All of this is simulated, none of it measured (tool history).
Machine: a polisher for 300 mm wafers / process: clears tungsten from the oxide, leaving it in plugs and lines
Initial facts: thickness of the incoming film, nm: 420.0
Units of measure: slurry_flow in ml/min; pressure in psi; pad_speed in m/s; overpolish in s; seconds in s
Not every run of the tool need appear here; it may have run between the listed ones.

run,hour,slurry_flow,pressure,pad_speed,slurry_solids,overpolish,seconds
1,0,235,3.9,0.98,1,3,66.672
2,5.4,235,4.3,0.98,1,3,61.341
3,6.3,235,4.6,0.98,1,3,58.434
4,8.1,235,5.1,0.98,1,3,52.569
5,15.2,235,5.3,0.98,1,3,51.986
6,23,235,5.5,0.98,1,3,49.666

The next listed run, before its measurement:
7,28.2,235,5.6,0.98,1,3,?

seconds: 48.903 s

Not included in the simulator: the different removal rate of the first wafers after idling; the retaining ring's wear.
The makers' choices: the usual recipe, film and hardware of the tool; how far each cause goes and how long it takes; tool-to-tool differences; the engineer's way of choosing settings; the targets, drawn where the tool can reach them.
